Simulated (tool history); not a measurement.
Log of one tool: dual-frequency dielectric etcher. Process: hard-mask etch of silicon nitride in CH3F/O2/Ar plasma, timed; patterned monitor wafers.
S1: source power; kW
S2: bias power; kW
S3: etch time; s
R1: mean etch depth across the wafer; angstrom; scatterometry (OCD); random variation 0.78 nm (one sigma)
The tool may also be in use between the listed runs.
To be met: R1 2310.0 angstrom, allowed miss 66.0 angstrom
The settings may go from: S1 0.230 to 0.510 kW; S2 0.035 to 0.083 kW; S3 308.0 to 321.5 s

run,hour,S1,S2,S3,R1
1,0.0,0.370,0.059,308.0,1986.7
2,7.1,0.390,0.060,308.5,2053.0
3,13.4,0.390,0.055,308.5,1974.8
4,17.4,0.400,0.057,309.0,2029.5
5,24.9,0.400,0.065,309.0,2134.4
6,25.9,0.340,0.065,309.0,2000.5
7,30.7,0.360,0.066,309.5,2077.7
8,39.6,0.370,0.067,310.0,2111.4
9,41.7,0.380,0.068,310.0,2158.6
10,46.7,0.390,0.068,310.0,2167.7
11,51.7,0.400,0.069,310.0,2206.8
12,54.4,0.410,0.069,310.0,2215.2

Which of these 5 next moves meets every target?
A,57.1,0.410,0.073,312.0,?
B,57.1,0.350,0.066,321.5,?
C,57.1,0.370,0.072,308.0,?
D,57.1,0.360,0.066,317.0,?
E,57.1,0.400,0.069,308.0,?

move,R1
A,2294.1
B,2127.1
C,2160.9
D,2121.5
E,2190.8
A: meets every target
B: further off than the last run
C: further off than the last run
D: further off than the last run
E: further off than the last run
Move A is the one to make.
